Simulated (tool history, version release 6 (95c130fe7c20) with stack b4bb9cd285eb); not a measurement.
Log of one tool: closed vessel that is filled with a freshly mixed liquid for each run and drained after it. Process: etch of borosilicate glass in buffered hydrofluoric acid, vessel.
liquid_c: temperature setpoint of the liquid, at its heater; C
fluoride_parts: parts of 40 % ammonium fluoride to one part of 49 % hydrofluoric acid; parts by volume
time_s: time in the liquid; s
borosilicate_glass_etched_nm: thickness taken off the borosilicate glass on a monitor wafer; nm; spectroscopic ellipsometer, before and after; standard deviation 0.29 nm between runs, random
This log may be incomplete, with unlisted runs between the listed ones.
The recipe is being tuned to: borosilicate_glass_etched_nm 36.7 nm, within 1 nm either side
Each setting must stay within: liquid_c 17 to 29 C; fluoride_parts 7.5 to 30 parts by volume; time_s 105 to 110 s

Run 1, day 0: liquid_c 21 C, fluoride_parts 22 parts by volume, time_s 105 s. Result: borosilicate_glass_etched_nm 52.152 nm.
Run 2, day 0.171: liquid_c 20.5 C, fluoride_parts 22.5 parts by volume, time_s 105 s. Result: borosilicate_glass_etched_nm 49.999 nm.
Run 3, day 0.283: liquid_c 23.5 C, fluoride_parts 22.5 parts by volume, time_s 105 s. Result: borosilicate_glass_etched_nm 58.658 nm.
Run 4, day 0.658: liquid_c 23.5 C, fluoride_parts 27.5 parts by volume, time_s 105 s. Result: borosilicate_glass_etched_nm 51.701 nm.
Run 5, day 0.979: liquid_c 22.5 C, fluoride_parts 27.5 parts by volume, time_s 105 s. Result: borosilicate_glass_etched_nm 48.854 nm.
Run 6, day 1.062: liquid_c 21.5 C, fluoride_parts 27.5 parts by volume, time_s 105 s. Result: borosilicate_glass_etched_nm 46.291 nm.
Run 7, day 1.288: liquid_c 20.5 C, fluoride_parts 27.5 parts by volume, time_s 105 s. Result: borosilicate_glass_etched_nm 42.848 nm.
Run 8, day 1.55: liquid_c 20 C, fluoride_parts 27.5 parts by volume, time_s 105 s. Result: borosilicate_glass_etched_nm 41.894 nm.
Run 9, day 1.738: liquid_c 19.5 C, fluoride_parts 27.5 parts by volume, time_s 105 s. Result: borosilicate_glass_etched_nm 41.063 nm.
Run 10, day 1.979: liquid_c 19 C, fluoride_parts 27.5 parts by volume, time_s 105 s. Result: borosilicate_glass_etched_nm 40.071 nm.
Run 11, day 2.092: liquid_c 18.5 C, fluoride_parts 27.5 parts by volume, time_s 105 s. Result: borosilicate_glass_etched_nm 39.213 nm.

Consider the 5 candidate settings below. Which is the only one whose results all fall within their allowed miss of target?
Run A, day 2.204: liquid_c 18 C, fluoride_parts 27.5 parts by volume, time_s 110 s. Result: borosilicate_glass_etched_nm ?.
Run B, day 2.204: liquid_c 17 C, fluoride_parts 24.5 parts by volume, time_s 110 s. Result: borosilicate_glass_etched_nm ?.
Run C, day 2.204: liquid_c 18.5 C, fluoride_parts 29.5 parts by volume, time_s 105 s. Result: borosilicate_glass_etched_nm ?.
Run D, day 2.204: liquid_c 17 C, fluoride_parts 25 parts by volume, time_s 110 s. Result: borosilicate_glass_etched_nm ?.
Run E, day 2.204: liquid_c 19 C, fluoride_parts 27 parts by volume, time_s 110 s. Result: borosilicate_glass_etched_nm ?.

move  borosilicate_glass_etched_nm
   A                        39.587
   B                        40.569
   C                        37.003
   D                        40.001
   E                        42.396
A: moves away from the targets compared with the last run
B: moves away from the targets compared with the last run
C: all results land within tolerance of their targets
D: moves away from the targets compared with the last run
E: moves away from the targets compared with the last run
Go with C: it meets all targets.

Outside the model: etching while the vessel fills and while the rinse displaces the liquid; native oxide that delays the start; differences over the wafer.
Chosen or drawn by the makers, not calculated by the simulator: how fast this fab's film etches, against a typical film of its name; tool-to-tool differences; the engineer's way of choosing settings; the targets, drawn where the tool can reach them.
